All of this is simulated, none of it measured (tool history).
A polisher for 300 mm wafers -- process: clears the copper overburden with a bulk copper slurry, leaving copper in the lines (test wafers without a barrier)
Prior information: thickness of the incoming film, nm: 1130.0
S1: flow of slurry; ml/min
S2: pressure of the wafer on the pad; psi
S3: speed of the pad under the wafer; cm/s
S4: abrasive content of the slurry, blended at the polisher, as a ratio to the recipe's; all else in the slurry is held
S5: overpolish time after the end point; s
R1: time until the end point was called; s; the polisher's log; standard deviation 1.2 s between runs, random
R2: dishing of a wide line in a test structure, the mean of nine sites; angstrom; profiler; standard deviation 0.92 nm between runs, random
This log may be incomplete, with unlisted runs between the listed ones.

run,hour,S1,S2,S3,S4,S5,R1,R2
1,0.0,205,2.6,132,1.0,8,115.080,461.65
2,4.3,205,2.7,132,1.0,8,109.910,485.94
3,6.8,180,2.7,132,1.0,8,111.210,470.36
4,11.7,180,2.8,132,1.0,8,107.230,490.96
5,14.0,180,2.9,132,1.0,8,104.910,497.91
6,21.1,145,2.9,132,1.0,8,106.370,507.46
7,28.7,145,3.0,132,1.0,8,105.590,534.66

Run 8 comes next. What will it give?
8,35.0,155,3.3,136,1.0,6,?,?

R1: 91.301 s
R2: 462.60 angstrom
